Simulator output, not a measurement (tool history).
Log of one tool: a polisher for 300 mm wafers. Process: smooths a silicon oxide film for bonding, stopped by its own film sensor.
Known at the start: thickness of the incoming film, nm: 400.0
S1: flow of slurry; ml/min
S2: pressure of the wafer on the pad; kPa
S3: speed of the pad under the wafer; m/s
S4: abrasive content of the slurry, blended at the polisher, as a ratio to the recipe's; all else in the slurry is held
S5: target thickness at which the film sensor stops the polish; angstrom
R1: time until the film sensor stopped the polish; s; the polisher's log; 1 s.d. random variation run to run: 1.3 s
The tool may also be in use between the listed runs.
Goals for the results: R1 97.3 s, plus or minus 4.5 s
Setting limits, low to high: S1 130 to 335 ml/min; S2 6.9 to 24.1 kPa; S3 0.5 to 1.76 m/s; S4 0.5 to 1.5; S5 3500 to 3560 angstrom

run 1 hour=0 | S1=215 S2=15.2 S3=1.12 S4=1 S5=3500 | R1=62.147
run 2 hour=4 | S1=215 S2=15.2 S3=1.12 S4=1 S5=3500 | R1=61.621
run 3 hour=11.1 | S1=215 S2=13.8 S3=1.1 S4=1 S5=3500 | R1=69.509
run 4 hour=12.2 | S1=255 S2=13.8 S3=1.1 S4=1 S5=3500 | R1=67.828
run 5 hour=18.9 | S1=255 S2=13.8 S3=1.1 S4=1 S5=3500 | R1=67.955
run 6 hour=25.3 | S1=230 S2=13.8 S3=1.1 S4=1 S5=3500 | R1=67.548
run 7 hour=29.8 | S1=230 S2=12.4 S3=1.08 S4=1 S5=3500 | R1=76.918
run 8 hour=35 | S1=230 S2=11.7 S3=1.08 S4=1 S5=3500 | R1=80.956
-- hour=37.2 worn pad replaced by a new one
run 9 hour=37.2 | S1=230 S2=11 S3=1.08 S4=1 S5=3500 | R1=77.731

Which single option among these 4 for the next run brings every result within its allowed miss of target? Just one does.
run A hour=39.4 | S1=220 S2=10.3 S3=0.88 S4=0.85 S5=3500 | R1=?
run B hour=39.4 | S1=235 S2=9 S3=1.14 S4=1.1 S5=3500 | R1=?
run C hour=39.4 | S1=240 S2=9.7 S3=0.94 S4=1 S5=3510 | R1=?
run D hour=39.4 | S1=245 S2=9 S3=0.86 S4=1.05 S5=3500 | R1=?

move=A R1=107.9
move=B R1=85.893
move=C R1=96.079
move=D R1=109.72
A: takes the result that was furthest off past its target
B: better than the last run, though not everything is in spec
C: every result lands within tolerance
D: takes the result that was furthest off past its target
Go with C: it meets all targets.

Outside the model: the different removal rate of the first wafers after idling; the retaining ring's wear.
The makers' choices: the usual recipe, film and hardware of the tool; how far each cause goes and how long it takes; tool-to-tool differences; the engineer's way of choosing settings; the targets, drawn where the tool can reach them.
